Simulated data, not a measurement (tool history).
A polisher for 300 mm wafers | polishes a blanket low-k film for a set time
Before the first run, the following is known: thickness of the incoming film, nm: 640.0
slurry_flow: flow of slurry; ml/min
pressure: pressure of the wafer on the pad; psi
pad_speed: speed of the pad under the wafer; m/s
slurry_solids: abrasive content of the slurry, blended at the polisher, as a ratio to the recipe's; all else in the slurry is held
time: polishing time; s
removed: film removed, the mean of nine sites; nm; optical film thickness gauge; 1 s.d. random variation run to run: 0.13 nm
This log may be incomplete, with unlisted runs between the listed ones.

run	day	slurry_flow	pressure	pad_speed	slurry_solids	time	removed
1	0	190	1.3	1.14	1	85	28.052
2	0.267	190	1.2	1.14	1	85	26.605
3	0.346	185	1.1	1.14	1	85	24.906
4	0.575	185	1.1	1.14	1	85	24.639
5	0.692	180	1	1.14	1	85	23.01
6	0.729	200	1	1.14	1	85	23.164
7	0.85	200	0.9	1.14	1	85	21.72
8	1.162	200	0.9	1.14	1	85	21.552
9	1.221	200	0.8	1.14	1	85	19.885
10	1.354	195	0.8	1.14	1	85	19.909
11	1.65	190	0.8	1.14	1	85	19.627
12	1.846	170	0.8	1.14	1	85	19.537
13	2.096	170	0.8	1.14	1	85	19.688

Estimate the outcome of run 14 from the log above:
14	2.262	170	0.8	1.14	1	85	?

removed: 19.588 nm

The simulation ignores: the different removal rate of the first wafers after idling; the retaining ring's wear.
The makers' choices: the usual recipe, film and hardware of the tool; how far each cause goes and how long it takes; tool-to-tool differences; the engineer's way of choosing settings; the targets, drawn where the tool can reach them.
